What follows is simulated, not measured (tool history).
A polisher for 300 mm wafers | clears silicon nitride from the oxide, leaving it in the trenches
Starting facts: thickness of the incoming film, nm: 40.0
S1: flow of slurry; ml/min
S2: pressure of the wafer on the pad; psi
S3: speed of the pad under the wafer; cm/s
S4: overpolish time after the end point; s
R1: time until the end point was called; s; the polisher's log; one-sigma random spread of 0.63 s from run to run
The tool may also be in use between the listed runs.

run  hour   S1   S2  S3  S4      R1
  1     0  215  1.6  86  10  66.971
  2   5.6  215  1.6  86   8  67.253
  3  10.4  215  1.8  88   8  59.106
  4  19.4  180  1.8  88   8  59.226
  5  21.8  180  1.8  76   8  69.864
  6  26.5  180  1.8  62   8  84.518
  7  31.1  180    2  68   8  69.979

Forecast run 8:
  8  34.3  180  2.1  74   8   ?

R1: 63.303 s

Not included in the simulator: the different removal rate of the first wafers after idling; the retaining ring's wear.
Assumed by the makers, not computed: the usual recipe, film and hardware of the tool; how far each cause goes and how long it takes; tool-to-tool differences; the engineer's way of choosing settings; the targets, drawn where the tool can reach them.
